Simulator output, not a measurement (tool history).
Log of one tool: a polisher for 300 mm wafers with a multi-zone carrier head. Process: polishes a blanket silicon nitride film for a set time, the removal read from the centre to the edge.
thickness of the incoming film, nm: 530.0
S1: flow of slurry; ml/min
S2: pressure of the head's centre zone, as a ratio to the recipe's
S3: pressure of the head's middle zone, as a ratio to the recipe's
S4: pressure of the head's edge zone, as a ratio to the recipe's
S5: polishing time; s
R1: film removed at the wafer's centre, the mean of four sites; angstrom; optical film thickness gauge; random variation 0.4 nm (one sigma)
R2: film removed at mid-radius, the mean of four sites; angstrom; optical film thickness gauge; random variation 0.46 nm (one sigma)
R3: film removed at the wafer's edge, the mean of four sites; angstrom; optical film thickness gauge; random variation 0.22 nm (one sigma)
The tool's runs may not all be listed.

run 1 hour=0.0 | S1=125 S2=1.00 S3=1.00 S4=1.00 S5=31 | R1=429.74 R2=473.41 R3=463.85
run 2 hour=6.0 | S1=125 S2=1.00 S3=0.93 S4=1.00 S5=31 | R1=425.10 R2=447.53 R3=462.30
run 3 hour=6.8 | S1=150 S2=1.00 S3=0.93 S4=1.00 S5=31 | R1=441.32 R2=460.78 R3=476.71
run 4 hour=14.5 | S1=145 S2=0.99 S3=0.94 S4=0.98 S5=30 | R1=414.91 R2=458.74 R3=458.07
-- hour=16.8 centre zone pressure recalibrated
run 5 hour=16.8 | S1=170 S2=0.99 S3=0.94 S4=0.98 S5=30 | R1=480.34 R2=458.80 R3=466.09
run 6 hour=21.0 | S1=160 S2=0.99 S3=0.94 S4=0.96 S5=29 | R1=458.81 R2=432.11 R3=444.35
run 7 hour=25.2 | S1=150 S2=0.97 S3=0.96 S4=0.95 S5=28 | R1=424.18 R2=424.08 R3=415.78

Forecast run 8:
run 8 hour=26.9 | S1=140 S2=0.95 S3=0.96 S4=0.94 S5=28 | R1=? R2=? R3=?

R1: 417.76 angstrom
R2: 427.21 angstrom
R3: 414.81 angstrom

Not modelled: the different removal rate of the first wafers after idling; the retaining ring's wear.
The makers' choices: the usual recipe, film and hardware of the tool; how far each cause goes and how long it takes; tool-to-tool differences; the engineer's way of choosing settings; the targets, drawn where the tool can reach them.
